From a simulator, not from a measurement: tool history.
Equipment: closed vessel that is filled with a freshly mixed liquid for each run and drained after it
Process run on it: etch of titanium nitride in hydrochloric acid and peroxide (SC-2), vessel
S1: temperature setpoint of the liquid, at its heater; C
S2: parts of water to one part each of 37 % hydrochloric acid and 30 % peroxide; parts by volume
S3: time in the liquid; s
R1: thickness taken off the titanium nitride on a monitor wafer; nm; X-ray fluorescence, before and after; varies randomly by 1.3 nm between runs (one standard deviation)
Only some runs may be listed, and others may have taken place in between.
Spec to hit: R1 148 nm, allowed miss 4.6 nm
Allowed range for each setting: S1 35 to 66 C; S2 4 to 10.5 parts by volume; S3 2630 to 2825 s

run,day,S1,S2,S3,R1
1,0,50,5.5,2630,70.604
2,0.108,53,5.5,2630,83.868
3,0.5,55.5,5.5,2630,101.38
4,0.883,55.5,4,2630,125.62
5,1.012,55.5,5.5,2630,101.86
6,1.229,55.5,4.5,2630,116.19
7,1.396,56.5,4.5,2630,122.65
8,1.612,57.5,4.5,2630,133.74
9,1.888,58,4.5,2630,134.38
10,2.05,58.5,4.5,2630,140.68

Next run, 4 choices. One meets every target within its allowed miss, the rest don't. Which?
A,2.212,59,4.5,2790,?
B,2.212,60,4.5,2670,?
C,2.212,58,4.5,2825,?
D,2.212,57.5,4.5,2705,?

move,R1
A,156.42
B,159.42
C,148.67
D,137.9
A: takes the biggest miss from the last run beyond its target
B: takes the biggest miss from the last run beyond its target
C: each result inside its tolerance
D: lands further from the targets than the last run did
Go with C: it meets all targets.

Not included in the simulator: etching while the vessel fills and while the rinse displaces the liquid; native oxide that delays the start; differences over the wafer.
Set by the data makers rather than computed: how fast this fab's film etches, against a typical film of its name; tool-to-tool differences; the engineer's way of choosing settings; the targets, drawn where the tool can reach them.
